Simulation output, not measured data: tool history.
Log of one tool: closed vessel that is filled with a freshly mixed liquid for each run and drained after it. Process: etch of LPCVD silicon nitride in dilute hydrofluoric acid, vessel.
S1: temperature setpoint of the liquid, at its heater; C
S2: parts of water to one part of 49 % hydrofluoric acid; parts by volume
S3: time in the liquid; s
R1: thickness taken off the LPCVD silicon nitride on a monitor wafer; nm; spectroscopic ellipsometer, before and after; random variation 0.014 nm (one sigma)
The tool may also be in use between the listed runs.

run 1 hour=0.0 | S1=25.0 S2=295 S3=1015 | R1=1.8616
run 2 hour=3.1 | S1=25.0 S2=295 S3=805 | R1=1.4685
run 3 hour=7.1 | S1=24.5 S2=295 S3=805 | R1=1.4140
run 4 hour=12.1 | S1=23.5 S2=295 S3=805 | R1=1.3431
run 5 hour=17.5 | S1=23.5 S2=295 S3=1015 | R1=1.7003
run 6 hour=26.2 | S1=23.5 S2=260 S3=1015 | R1=1.9015

What does the tool deliver on the next run?
run 7 hour=33.1 | S1=23.0 S2=265 S3=1015 | R1=?

R1: 1.8552 nm
